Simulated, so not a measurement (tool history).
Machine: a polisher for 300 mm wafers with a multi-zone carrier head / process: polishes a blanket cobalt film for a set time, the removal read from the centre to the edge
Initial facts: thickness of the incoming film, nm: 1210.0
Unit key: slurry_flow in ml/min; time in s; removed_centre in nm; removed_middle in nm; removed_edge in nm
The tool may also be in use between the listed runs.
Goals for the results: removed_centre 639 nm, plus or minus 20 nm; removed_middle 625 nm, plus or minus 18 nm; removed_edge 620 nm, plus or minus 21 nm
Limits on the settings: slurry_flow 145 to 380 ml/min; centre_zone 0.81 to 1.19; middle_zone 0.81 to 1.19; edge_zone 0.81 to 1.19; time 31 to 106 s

| run | day | slurry_flow | centre_zone | middle_zone | edge_zone | time | removed_centre | removed_middle | removed_edge |
|---|---|---|---|---|---|---|---|---|---|
| 1 | 0 | 245 | 1 | 1 | 1 | 68 | 454.94 | 433.2 | 441.95 |
| 2 | 0.042 | 185 | 1 | 1 | 1 | 68 | 431.31 | 418.45 | 437.98 |
| 3 | 0.346 | 185 | 1 | 1.05 | 1 | 68 | 436.53 | 432.84 | 433.05 |
| 4 | 0.671 | 185 | 1 | 1.05 | 1.07 | 68 | 428.51 | 438.7 | 451.15 |
| 5 | 0.829 | 185 | 1 | 1.05 | 1.07 | 59 | 378.29 | 378.45 | 386.87 |
| 6 | 1.204 | 185 | 1 | 1.05 | 1.07 | 66 | 421.42 | 426.55 | 438.55 |
| 7 | 1.371 | 195 | 1.03 | 1.07 | 1.1 | 72 | 484.24 | 475.81 | 486.13 |
| 8 | 1.396 | 205 | 1.04 | 1.09 | 1.12 | 76 | 515.44 | 516.09 | 518.31 |
| 9 | 1.679 | 215 | 1.05 | 1.1 | 1.14 | 79 | 550.41 | 539.05 | 549.62 |
| 10 | 1.725 | 225 | 1.06 | 1.12 | 1.15 | 81 | 565.59 | 557.21 | 570.63 |
| 11 | 1.908 | 225 | 1.07 | 1.14 | 1.15 | 83 | 592.02 | 595.44 | 575.59 |

Next run, 5 choices. One meets every target within its allowed miss, the rest don't. Which?
| A | 2.092 | 195 | 1.1 | 1.15 | 1.18 | 89 | ? | ? | ? |
| B | 2.092 | 230 | 1.05 | 1.16 | 1.16 | 80 | ? | ? | ? |
| C | 2.092 | 250 | 1.19 | 1.07 | 1.06 | 80 | ? | ? | ? |
| D | 2.092 | 240 | 1.14 | 1.08 | 1.17 | 86 | ? | ? | ? |
| E | 2.092 | 225 | 1.16 | 1.16 | 1.13 | 84 | ? | ? | ? |

| move | removed_centre | removed_middle | removed_edge |
|---|---|---|---|
| A | 631.09 | 629.09 | 619.47 |
| B | 554.82 | 582.6 | 560.93 |
| C | 635.9 | 548.69 | 540.46 |
| D | 651.29 | 591.78 | 608.68 |
| E | 642.08 | 609.73 | 579.88 |
A: in spec on every target
B: misses by more than the last run did
C: meets the target for the result that was furthest off, but another lies outside its allowed miss
D: meets the target for the result that was furthest off, but another lies outside its allowed miss
E: meets the target for the result that was furthest off, but another lies outside its allowed miss
A meets every target.

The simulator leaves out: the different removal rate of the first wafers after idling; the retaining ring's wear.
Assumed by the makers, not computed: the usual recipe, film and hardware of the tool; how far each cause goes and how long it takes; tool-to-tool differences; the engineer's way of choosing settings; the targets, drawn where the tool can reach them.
